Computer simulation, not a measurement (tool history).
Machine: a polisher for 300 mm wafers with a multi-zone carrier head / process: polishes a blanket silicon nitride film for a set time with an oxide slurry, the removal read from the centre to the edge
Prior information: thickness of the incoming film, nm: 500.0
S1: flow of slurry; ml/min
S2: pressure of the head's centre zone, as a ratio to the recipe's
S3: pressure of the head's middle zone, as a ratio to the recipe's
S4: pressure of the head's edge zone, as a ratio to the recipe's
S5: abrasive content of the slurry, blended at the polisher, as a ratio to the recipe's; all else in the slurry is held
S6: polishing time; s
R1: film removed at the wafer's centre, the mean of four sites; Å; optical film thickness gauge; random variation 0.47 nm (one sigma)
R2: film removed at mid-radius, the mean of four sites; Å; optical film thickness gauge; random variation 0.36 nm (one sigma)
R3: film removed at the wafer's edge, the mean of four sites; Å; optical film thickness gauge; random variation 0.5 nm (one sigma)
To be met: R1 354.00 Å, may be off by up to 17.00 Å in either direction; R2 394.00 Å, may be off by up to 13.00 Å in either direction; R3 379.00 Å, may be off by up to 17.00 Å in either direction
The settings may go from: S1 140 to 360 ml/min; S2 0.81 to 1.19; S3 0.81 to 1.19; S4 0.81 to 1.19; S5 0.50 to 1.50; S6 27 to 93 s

run    day   S1    S2    S3    S4    S5  S6      R1      R2      R3
  1  0.000  230  1.00  1.00  1.00  1.00  59  440.39  432.58  424.61
  2  0.125  230  1.00  1.00  1.05  1.00  59  447.08  429.62  434.29
  3  0.438  230  1.00  1.00  1.05  1.15  59  462.66  455.38  456.15
  4  0.567  230  0.98  1.00  1.03  1.10  59  442.60  453.65  441.32
  5  0.812  225  0.96  0.98  1.01  1.05  59  425.44  437.24  430.11
  6  1.146  225  0.89  0.98  1.01  1.05  59  402.58  438.08  430.24
  7  1.175  220  0.88  0.97  0.99  1.00  59  372.63  429.35  413.13
  8  1.229  215  0.89  0.96  0.98  1.00  59  387.71  422.19  428.64

Next run, 5 choices. One meets every target within its allowed miss, the rest don't. Which?
  A  1.283  205  1.02  0.93  0.95  1.10  57   ?   ?   ?
  B  1.283  265  0.91  1.19  0.90  0.95  56   ?   ?   ?
  C  1.283  205  0.84  0.92  0.96  1.00  66   ?   ?   ?
  D  1.283  180  0.83  1.00  1.06  1.30  58   ?   ?   ?
  E  1.283  240  0.87  0.97  0.94  1.00  54   ?   ?   ?

move      R1      R2      R3
   A  435.38  401.11  416.33
   B  374.14  474.86  385.31
   C  400.58  445.28  468.29
   D  374.26  452.16  466.88
   E  346.70  387.83  384.35
A: misses by more than the last run did
B: meets the target for the result that was furthest off, but another lies outside its allowed miss
C: misses by more than the last run did
D: misses by more than the last run did
E: all results in spec
Go with E: it meets all targets.

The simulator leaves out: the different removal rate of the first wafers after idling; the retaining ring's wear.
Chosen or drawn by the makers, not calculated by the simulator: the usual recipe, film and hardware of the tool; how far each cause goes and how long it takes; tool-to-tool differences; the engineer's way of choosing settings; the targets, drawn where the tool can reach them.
